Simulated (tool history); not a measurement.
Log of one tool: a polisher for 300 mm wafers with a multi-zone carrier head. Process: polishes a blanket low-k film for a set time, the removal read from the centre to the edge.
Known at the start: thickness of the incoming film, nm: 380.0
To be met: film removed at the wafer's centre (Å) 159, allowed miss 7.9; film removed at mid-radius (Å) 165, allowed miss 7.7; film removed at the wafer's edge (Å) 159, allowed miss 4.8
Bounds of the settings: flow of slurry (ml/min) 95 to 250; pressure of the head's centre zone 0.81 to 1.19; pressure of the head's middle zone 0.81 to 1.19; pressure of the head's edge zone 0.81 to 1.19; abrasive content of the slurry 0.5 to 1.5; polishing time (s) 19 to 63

| run | hour | flow of slurry (ml/min) | pressure of the head's centre zone | pressure of the head's middle zone | pressure of the head's edge zone | abrasive content of the slurry | polishing time (s) | film removed at the wafer's centre (Å) | film removed at mid-radius (Å) | film removed at the wafer's edge (Å) |
|---|---|---|---|---|---|---|---|---|---|---|
| 1 | 0 | 160 | 1 | 1 | 1 | 1 | 41 | 137.09 | 144.8 | 139.7 |
| 2 | 8.6 | 160 | 1 | 1 | 0.95 | 1 | 41 | 141.67 | 140.19 | 137.85 |
| 3 | 14.1 | 165 | 1 | 1 | 0.97 | 1.05 | 41 | 149.26 | 148.56 | 142.67 |
| 4 | 22.8 | 170 | 1 | 0.99 | 0.99 | 1.05 | 41 | 142.79 | 148.05 | 144.96 |
| 5 | 27.5 | 170 | 1 | 0.99 | 0.93 | 1.05 | 41 | 147 | 146.3 | 141.32 |
| 6 | 28.9 | 170 | 1 | 0.99 | 0.93 | 0.85 | 41 | 124.27 | 127.41 | 121.46 |
| 7 | 36 | 170 | 1.01 | 1 | 0.95 | 0.9 | 41 | 133.65 | 129.76 | 128.35 |
| 8 | 44.9 | 170 | 1.01 | 1.02 | 0.98 | 0.95 | 41 | 135.04 | 140.51 | 135.77 |
| 9 | 47.2 | 170 | 1.03 | 1.03 | 1 | 0.95 | 41 | 140 | 143.77 | 136.61 |
| 10 | 53.7 | 170 | 1.04 | 1.03 | 1.02 | 0.95 | 41 | 145.69 | 142.69 | 137.28 |
| 11 | 58.4 | 170 | 1.04 | 1.03 | 1.04 | 0.95 | 41 | 141.51 | 143.39 | 139.05 |
| 12 | 64.3 | 215 | 1.1 | 1.07 | 1.14 | 1.1 | 41 | 174.9 | 169.06 | 162.41 |
| 13 | 66.5 | 210 | 1.09 | 1.07 | 1.14 | 1.1 | 41 | 165.01 | 167.46 | 164.28 |
| 14 | 74.8 | 200 | 1.08 | 1.08 | 1.13 | 1.1 | 41 | 166.67 | 166.97 | 163.98 |
| 15 | 77.8 | 200 | 1.08 | 1.08 | 1.13 | 1.1 | 41 | 167.91 | 168.57 | 161.24 |

Which of these 4 next moves meets every target?
| A | 80.8 | 200 | 1.06 | 1.1 | 1.17 | 1.15 | 39 | ? | ? | ? |
| B | 80.8 | 250 | 1.16 | 1.04 | 1.1 | 1.3 | 36 | ? | ? | ? |
| C | 80.8 | 180 | 1.13 | 1.06 | 1.11 | 1 | 45 | ? | ? | ? |
| D | 80.8 | 200 | 1.14 | 1.18 | 1.07 | 1.1 | 41 | ? | ? | ? |

| move | film removed at the wafer's centre (Å) | film removed at mid-radius (Å) | film removed at the wafer's edge (Å) |
|---|---|---|---|
| A | 164.68 | 171.79 | 162.35 |
| B | 183.56 | 166.15 | 158.57 |
| C | 182.27 | 173.06 | 165.17 |
| D | 181.63 | 186.89 | 158.73 |
A: meets every target
B: further off than the last run
C: further off than the last run
D: further off than the last run
Answer: A

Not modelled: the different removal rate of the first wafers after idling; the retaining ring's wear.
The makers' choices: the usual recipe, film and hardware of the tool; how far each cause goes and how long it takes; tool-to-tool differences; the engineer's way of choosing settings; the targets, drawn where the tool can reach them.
